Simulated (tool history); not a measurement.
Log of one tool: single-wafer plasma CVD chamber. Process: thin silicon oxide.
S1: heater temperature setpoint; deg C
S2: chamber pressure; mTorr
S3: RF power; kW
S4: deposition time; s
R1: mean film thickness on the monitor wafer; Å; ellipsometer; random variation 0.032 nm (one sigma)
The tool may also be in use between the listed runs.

run  hour   S1    S2     S3    S4      R1
  1     0  415   802  0.365  3.35  72.465
  2   6.8  415   839  0.365  3.35  76.158
  3  14.9  415   975  0.365  3.35  86.024
  4    17  415   995  0.365  3.35  87.088
  5  25.3  410   995  0.365  3.35  87.301
  6  30.8  410   995  0.365  3.19  83.421
  7  38.5  410  1012   0.37   3.2  84.932
  8  41.2  410  1027  0.375  3.22  87.154
  9  42.1  410  1040   0.38  3.24  89.149
 10  47.6  410  1051  0.385  3.25  90.229
 11  56.3  410  1061  0.385  3.26  91.022
 12  58.9  410  1070  0.385  3.27  91.796
 13  61.3  410  1078   0.39  3.28  93.271
 14  62.2  410  1084   0.39  3.29  93.208
 15  63.9  410  1090  0.395   3.3  95.068
 16  66.4  410  1094  0.395  3.31  95.803
 17  74.2  410  1098  0.395  3.31  95.474

Run 18 comes next. What will it give?
 18  80.2  410  1102  0.4  3.32   ?

Run 18 gave R1 96.092 Å.
